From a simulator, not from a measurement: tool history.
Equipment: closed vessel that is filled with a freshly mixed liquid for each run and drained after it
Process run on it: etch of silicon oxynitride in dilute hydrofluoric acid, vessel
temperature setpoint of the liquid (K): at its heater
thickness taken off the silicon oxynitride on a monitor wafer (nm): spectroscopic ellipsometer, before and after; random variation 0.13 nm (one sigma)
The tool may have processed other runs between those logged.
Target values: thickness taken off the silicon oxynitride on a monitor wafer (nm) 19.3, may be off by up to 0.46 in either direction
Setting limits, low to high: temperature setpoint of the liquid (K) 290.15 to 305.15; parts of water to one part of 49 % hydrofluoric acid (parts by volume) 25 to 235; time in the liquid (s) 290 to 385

run	hour	temperature setpoint of the liquid (K)	parts of water to one part of 49 % hydrofluoric acid (parts by volume)	time in the liquid (s)	thickness taken off the silicon oxynitride on a monitor wafer (nm)
1	0	297.15	130	385	11.736
2	4.3	298.15	130	385	12.211
3	13.1	299.15	125	385	13.267
4	18.4	296.65	125	385	11.957
5	22.2	296.65	145	385	9.9635
6	25.8	296.65	145	290	7.5647
# hour 27: hydrofluoric acid flow meter replaced
7	27	297.65	140	290	9.3103
8	35.8	298.65	135	290	10.259
9	40	299.65	130	290	11.101
10	40.6	300.65	125	290	12.2
11	45	304.65	90	290	20.862
12	45.7	303.65	90	290	19.916

Which single option among these 5 for the next run brings every result within its allowed miss of target? Just one does.
A	46.4	304.15	95	305	?
B	46.4	305.15	110	345	?
C	46.4	304.65	105	335	?
D	46.4	304.15	100	330	?
E	46.4	303.15	100	320	?

move	thickness taken off the silicon oxynitride on a monitor wafer (nm)
A	20.34
B	20.437
C	20.448
D	20.796
E	19.286
A: lands further from the targets than the last run did
B: lands further from the targets than the last run did
C: lands further from the targets than the last run did
D: lands further from the targets than the last run did
E: each result inside its tolerance
E is the move that brings every result within its allowed miss.

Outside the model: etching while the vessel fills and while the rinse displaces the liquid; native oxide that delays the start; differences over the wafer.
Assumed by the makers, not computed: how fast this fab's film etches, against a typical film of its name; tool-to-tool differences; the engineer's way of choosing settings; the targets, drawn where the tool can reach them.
